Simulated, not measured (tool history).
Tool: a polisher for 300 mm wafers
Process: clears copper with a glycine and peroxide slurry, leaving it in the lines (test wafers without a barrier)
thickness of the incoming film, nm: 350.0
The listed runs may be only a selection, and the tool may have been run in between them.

run,hour,flow of slurry (ml/min),pressure of the wafer on the pad (psi),speed of the pad under the wafer (cm/s),overpolish time after the end point (s),time until the end point was called (s),dishing of a wide line in a test structure (angstrom)
1,0.0,255,1.9,112,29,83.163,493.78
2,2.3,205,1.9,112,29,87.516,497.09
3,8.6,205,1.9,112,40,85.631,575.55
4,10.6,205,1.6,112,40,98.751,532.61
# hour 14.9: worn pad replaced by a new one
5,14.9,225,1.5,108,37,99.446,514.17
6,22.8,175,1.5,108,37,98.312,502.82
7,26.7,175,1.4,102,34,109.560,467.94
8,34.6,155,0.9,102,20,143.150,266.96

For run 9, what comes out?
9,36.0,155,0.9,102,19,?,?

time until the end point was called (s): 147.590
dishing of a wide line in a test structure (angstrom): 243.31

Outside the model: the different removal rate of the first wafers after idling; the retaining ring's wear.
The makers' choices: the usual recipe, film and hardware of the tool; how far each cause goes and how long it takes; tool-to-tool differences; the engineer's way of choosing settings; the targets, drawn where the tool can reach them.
